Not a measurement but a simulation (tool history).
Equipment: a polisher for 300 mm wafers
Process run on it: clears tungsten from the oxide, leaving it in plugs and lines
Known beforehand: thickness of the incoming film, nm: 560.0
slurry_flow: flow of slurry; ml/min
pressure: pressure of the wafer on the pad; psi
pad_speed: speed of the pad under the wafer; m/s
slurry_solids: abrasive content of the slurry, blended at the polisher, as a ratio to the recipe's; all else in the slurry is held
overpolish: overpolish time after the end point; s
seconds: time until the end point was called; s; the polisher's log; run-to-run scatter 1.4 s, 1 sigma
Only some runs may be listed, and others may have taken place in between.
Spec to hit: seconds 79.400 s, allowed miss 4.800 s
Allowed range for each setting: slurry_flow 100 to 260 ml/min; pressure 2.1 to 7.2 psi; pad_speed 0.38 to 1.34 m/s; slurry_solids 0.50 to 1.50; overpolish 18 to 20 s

{"run": 1, "hour": 0.0, "slurry_flow": 165, "pressure": 4.6, "pad_speed": 0.86, "slurry_solids": 1.0, "overpolish": 18, "seconds": 130.71}
{"run": 2, "hour": 7.5, "slurry_flow": 165, "pressure": 5.0, "pad_speed": 0.86, "slurry_solids": 1.0, "overpolish": 18, "seconds": 124.63}
{"run": 3, "hour": 11.3, "slurry_flow": 200, "pressure": 5.0, "pad_speed": 0.86, "slurry_solids": 1.0, "overpolish": 18, "seconds": 117.96}
{"run": 4, "hour": 11.8, "slurry_flow": 200, "pressure": 5.3, "pad_speed": 0.86, "slurry_solids": 1.0, "overpolish": 18, "seconds": 115.04}
{"run": 5, "hour": 14.8, "slurry_flow": 200, "pressure": 5.6, "pad_speed": 0.88, "slurry_solids": 1.0, "overpolish": 18, "seconds": 104.41}
{"run": 6, "hour": 23.2, "slurry_flow": 200, "pressure": 6.1, "pad_speed": 0.88, "slurry_solids": 1.0, "overpolish": 18, "seconds": 100.53}
{"run": 7, "hour": 25.4, "slurry_flow": 200, "pressure": 6.3, "pad_speed": 0.9, "slurry_solids": 1.0, "overpolish": 18, "seconds": 92.931}
{"run": 8, "hour": 27.8, "slurry_flow": 200, "pressure": 6.4, "pad_speed": 0.9, "slurry_solids": 1.0, "overpolish": 18, "seconds": 96.612}
{"run": 9, "hour": 31.9, "slurry_flow": 200, "pressure": 6.5, "pad_speed": 0.92, "slurry_solids": 1.0, "overpolish": 18, "seconds": 91.766}
{"run": 10, "hour": 37.6, "slurry_flow": 200, "pressure": 6.5, "pad_speed": 0.92, "slurry_solids": 1.0, "overpolish": 18, "seconds": 91.279}
{"run": 11, "hour": 44.9, "slurry_flow": 200, "pressure": 6.6, "pad_speed": 0.92, "slurry_solids": 1.0, "overpolish": 18, "seconds": 90.694}
{"run": 12, "hour": 51.7, "slurry_flow": 200, "pressure": 6.7, "pad_speed": 0.92, "slurry_solids": 1.0, "overpolish": 18, "seconds": 88.266}
{"run": 13, "hour": 56.2, "slurry_flow": 200, "pressure": 6.7, "pad_speed": 0.92, "slurry_solids": 1.0, "overpolish": 18, "seconds": 90.46}
{"run": 14, "hour": 63.5, "slurry_flow": 200, "pressure": 6.8, "pad_speed": 0.92, "slurry_solids": 1.0, "overpolish": 18, "seconds": 87.135}
{"run": 15, "hour": 70.4, "slurry_flow": 200, "pressure": 6.9, "pad_speed": 0.92, "slurry_solids": 1.0, "overpolish": 18, "seconds": 87.579}
{"run": 16, "hour": 78.2, "slurry_flow": 200, "pressure": 7.0, "pad_speed": 0.92, "slurry_solids": 1.0, "overpolish": 18, "seconds": 86.653}

4 candidate next runs follow, results not yet known. Just one meets every target within its allowed miss. Identify it.
{"run": "A", "hour": 86.0, "slurry_flow": 190, "pressure": 6.1, "pad_speed": 1.0, "slurry_solids": 0.85, "overpolish": 19, "seconds": "?"}
{"run": "B", "hour": 86.0, "slurry_flow": 165, "pressure": 6.5, "pad_speed": 0.96, "slurry_solids": 1.05, "overpolish": 18, "seconds": "?"}
{"run": "C", "hour": 86.0, "slurry_flow": 145, "pressure": 7.2, "pad_speed": 1.02, "slurry_solids": 0.95, "overpolish": 20, "seconds": "?"}
{"run": "D", "hour": 86.0, "slurry_flow": 220, "pressure": 5.4, "pad_speed": 1.0, "slurry_solids": 1.1, "overpolish": 20, "seconds": "?"}

move=A seconds=91.702
move=B seconds=88.822
move=C seconds=80.120
move=D seconds=94.122
A: the biggest miss grows against the last run
B: the biggest miss grows against the last run
C: all results land within tolerance of their targets
D: the biggest miss grows against the last run
Correct choice: C, which meets every target
